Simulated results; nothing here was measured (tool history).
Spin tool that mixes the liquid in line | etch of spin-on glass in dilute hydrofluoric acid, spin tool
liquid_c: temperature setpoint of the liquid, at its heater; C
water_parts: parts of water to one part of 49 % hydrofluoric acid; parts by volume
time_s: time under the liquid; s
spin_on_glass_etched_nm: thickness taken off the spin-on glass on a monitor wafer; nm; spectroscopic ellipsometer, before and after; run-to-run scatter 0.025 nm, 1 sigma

run  hour  liquid_c  water_parts  time_s  spin_on_glass_etched_nm
  1     0        25          265      95                   10.034
  2   4.8        23          270      95                   9.1555
  3  10.6      21.5          275      95                   8.4579
  4  19.2      21.5          200      95                   12.527
  5  20.1      21.5          200      95                   12.539
  6  23.9      20.5          220      95                   10.715
  7    29      19.5          235      95                   9.5643
  8  34.2        19          245      95                   8.8642
  9  40.5      18.5          255      95                   8.2886
 10  43.2        18          260      95                   7.9478
 11  44.9      17.5          265      95                   7.5898
 12  51.9      17.5          270      95                   7.4585

For run 13, what comes out?
 13    56        17          275      95                        ?

{"run 13": {"spin_on_glass_etched_nm": 7.1488}}
